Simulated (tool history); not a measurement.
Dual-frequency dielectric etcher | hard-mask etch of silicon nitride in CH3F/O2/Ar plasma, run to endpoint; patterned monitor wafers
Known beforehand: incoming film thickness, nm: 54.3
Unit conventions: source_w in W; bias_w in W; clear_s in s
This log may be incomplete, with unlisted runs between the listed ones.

Run 1, hour 0: source_w 450 W, bias_w 100 W. Result: clear_s 62.708 s.
Run 2, hour 4.9: source_w 430 W, bias_w 97 W. Result: clear_s 65.267 s.
Run 3, hour 11.7: source_w 430 W, bias_w 89 W. Result: clear_s 67.364 s.
Run 4, hour 19.5: source_w 410 W, bias_w 88 W. Result: clear_s 69.428 s.
Run 5, hour 20.5: source_w 410 W, bias_w 101 W. Result: clear_s 63.332 s.
Run 6, hour 25: source_w 400 W, bias_w 97 W. Result: clear_s 66.2 s.

Estimate the outcome of run 7 from the log above:
Run 7, hour 27.8: source_w 380 W, bias_w 95 W. Result: clear_s ?.

Run 7 produced clear_s 68.061 s.
